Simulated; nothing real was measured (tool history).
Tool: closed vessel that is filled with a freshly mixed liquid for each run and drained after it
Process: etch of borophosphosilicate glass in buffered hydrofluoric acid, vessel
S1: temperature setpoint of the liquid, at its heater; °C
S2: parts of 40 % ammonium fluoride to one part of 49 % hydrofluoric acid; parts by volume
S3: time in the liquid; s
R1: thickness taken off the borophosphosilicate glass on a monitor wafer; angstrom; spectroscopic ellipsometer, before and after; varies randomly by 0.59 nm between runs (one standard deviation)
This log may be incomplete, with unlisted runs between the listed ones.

run	hour	S1	S2	S3	R1
1	0	21	11	30	319.56
2	8.7	21	11	30	324.34
3	10	21	10	30	344.17
4	18.3	21	10	30	342.14
5	21.5	23	9	30	427.54
6	25.2	24.5	8.5	30	489.89
7	33.5	25.5	8.5	30	519.85
8	42.6	26.5	8	30	587.15

The next listed run, before its measurement:
9	48.6	27	8	30	?

{"run 9": {"R1": 602.04}}
